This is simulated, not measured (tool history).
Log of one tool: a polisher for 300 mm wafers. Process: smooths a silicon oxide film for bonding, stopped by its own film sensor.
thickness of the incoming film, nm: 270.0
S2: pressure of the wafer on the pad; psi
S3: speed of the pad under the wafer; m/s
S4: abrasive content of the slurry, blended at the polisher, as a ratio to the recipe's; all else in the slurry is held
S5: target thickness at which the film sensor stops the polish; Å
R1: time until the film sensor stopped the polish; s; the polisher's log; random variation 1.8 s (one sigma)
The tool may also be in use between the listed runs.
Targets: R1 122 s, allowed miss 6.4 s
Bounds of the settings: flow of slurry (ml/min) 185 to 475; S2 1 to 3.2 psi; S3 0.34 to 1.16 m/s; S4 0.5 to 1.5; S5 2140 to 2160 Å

run 1 hour=0 | flow_of_slurry_(ml/min)=305 S2=2.1 S3=0.74 S4=1 S5=2160 | R1=76.835
run 2 hour=5.5 | flow_of_slurry_(ml/min)=275 S2=2.1 S3=0.74 S4=1 S5=2160 | R1=74.791
run 3 hour=13.4 | flow_of_slurry_(ml/min)=275 S2=1.7 S3=0.74 S4=1 S5=2160 | R1=90.854
run 4 hour=14.5 | flow_of_slurry_(ml/min)=275 S2=1.7 S3=0.74 S4=1.1 S5=2160 | R1=88.227
run 5 hour=20.9 | flow_of_slurry_(ml/min)=275 S2=1.6 S3=0.74 S4=1.1 S5=2160 | R1=92.379
run 6 hour=29.2 | flow_of_slurry_(ml/min)=275 S2=1.6 S3=0.74 S4=1.1 S5=2160 | R1=91.877
run 7 hour=36.9 | flow_of_slurry_(ml/min)=275 S2=1.5 S3=0.74 S4=1.1 S5=2160 | R1=97.788
run 8 hour=45.9 | flow_of_slurry_(ml/min)=275 S2=1.4 S3=0.74 S4=1.1 S5=2160 | R1=103.62
run 9 hour=52.4 | flow_of_slurry_(ml/min)=275 S2=1.1 S3=0.72 S4=1.1 S5=2160 | R1=131.39

Which of these 4 next moves meets every target?
run A hour=58.9 | flow_of_slurry_(ml/min)=275 S2=1.1 S3=0.72 S4=1.05 S5=2150 | R1=?
run B hour=58.9 | flow_of_slurry_(ml/min)=255 S2=1.1 S3=0.64 S4=1.1 S5=2150 | R1=?
run C hour=58.9 | flow_of_slurry_(ml/min)=255 S2=1.3 S3=0.7 S4=1.05 S5=2160 | R1=?
run D hour=58.9 | flow_of_slurry_(ml/min)=250 S2=1.2 S3=0.66 S4=1.1 S5=2160 | R1=?

move=A R1=139.2
move=B R1=148.84
move=C R1=119.86
move=D R1=131.64
A: further off than the last run
B: further off than the last run
C: meets every target
D: as far off as the last run
Move C is the one to make.
